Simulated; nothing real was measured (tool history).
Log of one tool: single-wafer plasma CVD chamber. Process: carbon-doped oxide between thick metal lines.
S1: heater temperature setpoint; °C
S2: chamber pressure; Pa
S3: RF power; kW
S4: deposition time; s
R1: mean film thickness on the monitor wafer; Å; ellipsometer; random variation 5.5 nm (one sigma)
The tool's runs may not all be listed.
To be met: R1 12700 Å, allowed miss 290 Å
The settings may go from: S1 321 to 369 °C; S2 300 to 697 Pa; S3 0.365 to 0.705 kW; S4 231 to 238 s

run	hour	S1	S2	S3	S4	R1
1	0	345	499	0.535	231	11371
2	4.8	345	568	0.535	231	11578
3	9.8	343	592	0.55	231	11925
4	16.1	343	592	0.55	231	11889
5	22	352	592	0.55	231	11632
6	29.2	350	617	0.565	231	11973
7	37.8	348	635	0.575	231	12111
8	46.5	347	644	0.585	231	12392

5 next moves are on the table. One of them brings every result within its allowed miss. Which?
A	55.2	339	621	0.625	234	?
B	55.2	346	579	0.56	234	?
C	55.2	337	697	0.56	238	?
D	55.2	336	620	0.68	231	?
E	55.2	343	628	0.635	238	?

move	R1
A	13158
B	12063
C	12825
D	13720
E	13390
A: takes the result that was furthest off past its target
B: further off than the last run
C: meets every target
D: takes the result that was furthest off past its target
E: takes the result that was furthest off past its target
Answer: C

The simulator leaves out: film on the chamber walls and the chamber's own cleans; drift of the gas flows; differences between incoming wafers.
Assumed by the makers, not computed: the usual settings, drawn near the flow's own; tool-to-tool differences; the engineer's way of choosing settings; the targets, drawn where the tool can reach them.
